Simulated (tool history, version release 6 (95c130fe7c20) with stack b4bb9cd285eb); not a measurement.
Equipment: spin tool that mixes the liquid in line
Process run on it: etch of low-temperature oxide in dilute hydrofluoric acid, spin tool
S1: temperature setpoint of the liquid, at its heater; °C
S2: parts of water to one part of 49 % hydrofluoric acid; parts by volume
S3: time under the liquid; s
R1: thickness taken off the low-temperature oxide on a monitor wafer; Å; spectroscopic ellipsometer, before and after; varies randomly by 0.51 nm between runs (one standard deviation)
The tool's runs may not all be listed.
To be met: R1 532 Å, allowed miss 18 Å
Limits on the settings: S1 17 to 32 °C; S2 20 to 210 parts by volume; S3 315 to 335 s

{"run": 1, "day": 0.0, "S1": 24, "S2": 115, "S3": 315, "R1": 314.72}
{"run": 2, "day": 0.242, "S1": 24, "S2": 95, "S3": 315, "R1": 390.08}
{"run": 3, "day": 0.558, "S1": 25.5, "S2": 95, "S3": 315, "R1": 412.47}
{"run": 4, "day": 0.7, "S1": 28, "S2": 95, "S3": 315, "R1": 454.03}
{"run": 5, "day": 0.725, "S1": 29, "S2": 95, "S3": 315, "R1": 468.56}
{"run": 6, "day": 0.779, "S1": 29, "S2": 120, "S3": 315, "R1": 361.03}
{"run": 7, "day": 1.108, "S1": 29.5, "S2": 115, "S3": 315, "R1": 385.56}
{"run": 8, "day": 1.267, "S1": 30, "S2": 110, "S3": 315, "R1": 410.14}
{"run": 9, "day": 1.642, "S1": 30, "S2": 110, "S3": 315, "R1": 412.47}
{"run": 10, "day": 1.688, "S1": 30.5, "S2": 105, "S3": 315, "R1": 439.59}
{"run": 11, "day": 1.754, "S1": 31, "S2": 100, "S3": 315, "R1": 475.82}

Consider the 5 candidate settings below. Which is the only one whose results all fall within their allowed miss of target?
{"run": "A", "day": 1.821, "S1": 30, "S2": 115, "S3": 315, "R1": "?"}
{"run": "B", "day": 1.821, "S1": 32, "S2": 90, "S3": 325, "R1": "?"}
{"run": "C", "day": 1.821, "S1": 32, "S2": 90, "S3": 320, "R1": "?"}
{"run": "D", "day": 1.821, "S1": 30.5, "S2": 95, "S3": 335, "R1": "?"}
{"run": "E", "day": 1.821, "S1": 32, "S2": 90, "S3": 315, "R1": "?"}

move=A R1=389.29
move=B R1=572.98
move=C R1=564.17
move=D R1=525.19
move=E R1=555.35
A: misses by more than the last run did
B: pushes the last run's worst result past its target
C: pushes the last run's worst result past its target
D: all results land within tolerance of their targets
E: pushes the last run's worst result past its target
The right move is D.

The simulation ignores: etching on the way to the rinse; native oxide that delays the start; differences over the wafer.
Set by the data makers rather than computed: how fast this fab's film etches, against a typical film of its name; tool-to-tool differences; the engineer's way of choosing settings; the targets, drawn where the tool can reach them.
